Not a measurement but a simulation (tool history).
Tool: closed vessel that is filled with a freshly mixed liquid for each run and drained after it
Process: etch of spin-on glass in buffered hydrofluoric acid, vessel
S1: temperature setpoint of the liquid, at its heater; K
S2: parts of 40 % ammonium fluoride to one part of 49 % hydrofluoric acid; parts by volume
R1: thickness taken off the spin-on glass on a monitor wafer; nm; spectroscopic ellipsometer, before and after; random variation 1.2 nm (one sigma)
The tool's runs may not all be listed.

{"run": 1, "hour": 0.0, "S1": 298.15, "S2": 7.5, "time in the liquid (s)": 90, "R1": 328.08}
{"run": 2, "hour": 2.2, "S1": 298.15, "S2": 7.5, "time in the liquid (s)": 90, "R1": 327.21}
{"run": 3, "hour": 3.6, "S1": 296.65, "S2": 8, "time in the liquid (s)": 90, "R1": 277.57}
{"run": 4, "hour": 4.8, "S1": 295.15, "S2": 8, "time in the liquid (s)": 90, "R1": 255.49}
{"run": 5, "hour": 8.3, "S1": 297.15, "S2": 8, "time in the liquid (s)": 90, "R1": 290.56}
{"run": 6, "hour": 17.3, "S1": 295.65, "S2": 8, "time in the liquid (s)": 90, "R1": 267.95}

Run 7 comes next. What will it give?
{"run": 7, "hour": 20.0, "S1": 294.65, "S2": 8, "time in the liquid (s)": 90, "R1": "?"}

R1: 250.31 nm
